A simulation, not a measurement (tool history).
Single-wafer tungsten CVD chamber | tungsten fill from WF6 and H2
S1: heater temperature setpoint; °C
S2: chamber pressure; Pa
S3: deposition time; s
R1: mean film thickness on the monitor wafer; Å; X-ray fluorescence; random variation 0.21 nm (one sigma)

{"run": 1, "hour": 0.0, "S1": 380, "S2": 5746, "S3": 38.3, "R1": 917.05}
{"run": 2, "hour": 3.0, "S1": 373, "S2": 5733, "S3": 38.3, "R1": 781.77}
{"run": 3, "hour": 6.2, "S1": 373, "S2": 5733, "S3": 39.5, "R1": 804.2}
{"run": 4, "hour": 7.6, "S1": 373, "S2": 5733, "S3": 38.3, "R1": 781.18}
{"run": 5, "hour": 14.8, "S1": 373, "S2": 5733, "S3": 39.5, "R1": 803.47}
{"run": 6, "hour": 15.7, "S1": 367, "S2": 5733, "S3": 39.5, "R1": 690.9}
{"run": 7, "hour": 17.9, "S1": 365, "S2": 5733, "S3": 39.5, "R1": 658.85}
{"run": 8, "hour": 23.9, "S1": 364, "S2": 5733, "S3": 39.5, "R1": 646.96}
{"run": 9, "hour": 32.6, "S1": 363, "S2": 5733, "S3": 39.5, "R1": 628.25}
{"run": 10, "hour": 36.6, "S1": 362, "S2": 5733, "S3": 39.5, "R1": 616.3}
{"hour": 38.5, "done": "capacitance manometer re-zeroed and calibrated"}
{"run": 11, "hour": 38.5, "S1": 361, "S2": 5733, "S3": 39.5, "R1": 623.51}

The next listed run, before its measurement:
{"run": 12, "hour": 46.8, "S1": 360, "S2": 5733, "S3": 39.5, "R1": "?"}

Run 12 gave R1 601.92 Å.
